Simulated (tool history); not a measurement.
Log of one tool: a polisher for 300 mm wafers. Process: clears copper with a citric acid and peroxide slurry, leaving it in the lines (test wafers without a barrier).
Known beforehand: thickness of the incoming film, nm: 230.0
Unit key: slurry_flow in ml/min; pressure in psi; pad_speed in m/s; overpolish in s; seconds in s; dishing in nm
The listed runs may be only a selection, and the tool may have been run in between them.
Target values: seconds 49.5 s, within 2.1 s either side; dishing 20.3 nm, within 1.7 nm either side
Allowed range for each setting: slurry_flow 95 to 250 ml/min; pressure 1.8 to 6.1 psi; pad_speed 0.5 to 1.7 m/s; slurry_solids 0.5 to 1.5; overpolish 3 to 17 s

run	hour	slurry_flow	pressure	pad_speed	slurry_solids	overpolish	seconds	dishing
1	0	160	3.9	1.1	1	9	60.902	21.126
2	7	160	3.4	1.1	1	9	68.239	18.604
3	12.5	160	3.4	0.9	1	9	84.339	16.052
4	18	160	3.4	0.9	1	12	82.097	20.195
5	22.5	160	3.4	0.9	1	9	81.464	16.237
6	27	160	3.7	0.9	1	8	76.728	14.501
7	29.4	160	4	0.9	1	8	70.476	15.939
8	35.7	160	4.2	0.9	1	8	68.299	16.7
9	44.5	160	4.4	0.9	1	8	67.239	17.913
10	52	165	4.6	0.9	1	8	64.63	18.185
11	60.5	165	4.8	0.9	1	8	62.334	18.529
12	67.1	165	5	0.9	1	8	58.121	19.376
13	75.6	165	5.1	0.9	1	8	56.956	19.567
14	83.9	165	5.2	0.9	1	8	56.645	20.524
15	85.1	165	5.3	0.9	1	8	54.913	19.978

Next run, 5 choices. One meets every target within its allowed miss, the rest don't. Which?
A	86.3	140	4.5	0.92	0.95	10	?	?
B	86.3	105	6.1	1.18	0.55	7	?	?
C	86.3	180	5.9	0.82	1.1	8	?	?
D	86.3	195	5.8	0.78	0.9	7	?	?
E	86.3	130	5.5	1.02	0.9	6	?	?

move	seconds	dishing
A	66.045	22.118
B	50.03	20.685
C	53.379	22.007
D	59.717	17.598
E	51.489	17.488
A: lands further from the targets than the last run did
B: meets every target
C: better than the last run, though not everything is in spec
D: lands further from the targets than the last run did
E: the worst result of the last run now meets its target, but another is out of spec
Go with B: it meets all targets.

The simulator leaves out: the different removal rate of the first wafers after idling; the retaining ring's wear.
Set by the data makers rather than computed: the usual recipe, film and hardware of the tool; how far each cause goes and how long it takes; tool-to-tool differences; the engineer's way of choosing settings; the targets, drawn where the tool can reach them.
